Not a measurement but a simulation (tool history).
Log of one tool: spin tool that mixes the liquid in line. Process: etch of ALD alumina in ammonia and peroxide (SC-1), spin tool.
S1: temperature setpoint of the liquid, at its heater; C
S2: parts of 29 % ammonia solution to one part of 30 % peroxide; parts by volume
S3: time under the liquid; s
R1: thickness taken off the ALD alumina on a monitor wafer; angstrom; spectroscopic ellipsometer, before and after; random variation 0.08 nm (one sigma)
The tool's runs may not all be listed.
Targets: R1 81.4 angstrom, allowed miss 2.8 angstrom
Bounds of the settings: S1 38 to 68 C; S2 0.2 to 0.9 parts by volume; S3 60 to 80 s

| run | hour | S1 | S2 | S3 | R1 |
|---|---|---|---|---|---|
| 1 | 0 | 52 | 0.5 | 80 | 43.684 |
| 2 | 2.1 | 54.5 | 0.5 | 80 | 49.91 |
| 3 | 5.4 | 56.5 | 0.5 | 80 | 55.936 |
| 4 | 10.8 | 58 | 0.5 | 80 | 60.643 |
| 5 | 12.7 | 52 | 0.5 | 80 | 44.028 |
| 6 | 19.7 | 48 | 0.5 | 80 | 34.867 |
| 7 | 25.3 | 48 | 0.5 | 80 | 35.093 |
| 8 | 28.6 | 51 | 0.5 | 80 | 41.534 |
| 9 | 29.7 | 59 | 0.55 | 80 | 63.171 |
| 10 | 34.2 | 60 | 0.55 | 80 | 67.888 |

Which of these 5 next moves meets every target?
| A | 38.7 | 64.5 | 0.6 | 60 | ? |
| B | 38.7 | 61 | 0.6 | 80 | ? |
| C | 38.7 | 65.5 | 0.5 | 80 | ? |
| D | 38.7 | 63 | 0.75 | 80 | ? |
| E | 38.7 | 61 | 0.45 | 60 | ? |

| move | R1 |
|---|---|
| A | 63.659 |
| B | 71.161 |
| C | 87.677 |
| D | 80.416 |
| E | 51.942 |
A: further off than the last run
B: nearer than the last run, and not there yet
C: takes the result that was furthest off past its target
D: meets every target
E: further off than the last run
Move D is the one to make.
